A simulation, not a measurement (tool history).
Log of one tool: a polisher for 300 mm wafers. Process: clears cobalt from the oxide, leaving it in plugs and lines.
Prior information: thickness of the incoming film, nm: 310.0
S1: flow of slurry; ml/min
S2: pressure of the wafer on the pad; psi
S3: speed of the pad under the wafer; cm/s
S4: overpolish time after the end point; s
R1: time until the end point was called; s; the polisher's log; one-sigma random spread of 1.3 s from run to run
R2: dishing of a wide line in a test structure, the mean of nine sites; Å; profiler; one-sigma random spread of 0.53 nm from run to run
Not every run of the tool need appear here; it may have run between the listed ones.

| run | hour | S1 | S2 | S3 | S4 | R1 | R2 |
|---|---|---|---|---|---|---|---|
| 1 | 0.0 | 165 | 1.9 | 114 | 23 | 57.043 | 643.32 |
| 2 | 7.2 | 165 | 1.7 | 114 | 20 | 64.830 | 598.76 |
| 3 | 13.7 | 165 | 1.7 | 138 | 20 | 52.513 | 630.90 |
| 4 | 16.7 | 150 | 1.5 | 138 | 17 | 59.563 | 563.73 |
| 5 | 23.2 | 150 | 1.5 | 138 | 9 | 60.568 | 368.48 |
| 6 | 30.2 | 150 | 1.4 | 138 | 9 | 62.793 | 362.01 |
| 7 | 38.9 | 150 | 1.3 | 136 | 9 | 69.631 | 342.53 |
| 8 | 47.5 | 150 | 1.2 | 136 | 10 | 69.922 | 350.14 |
| 9 | 49.2 | 145 | 1.1 | 134 | 11 | 80.907 | 349.13 |

What does the tool deliver on the next run?
| 10 | 53.0 | 140 | 1.1 | 134 | 11 | ? | ? |

R1: 80.142 s
R2: 348.01 Å
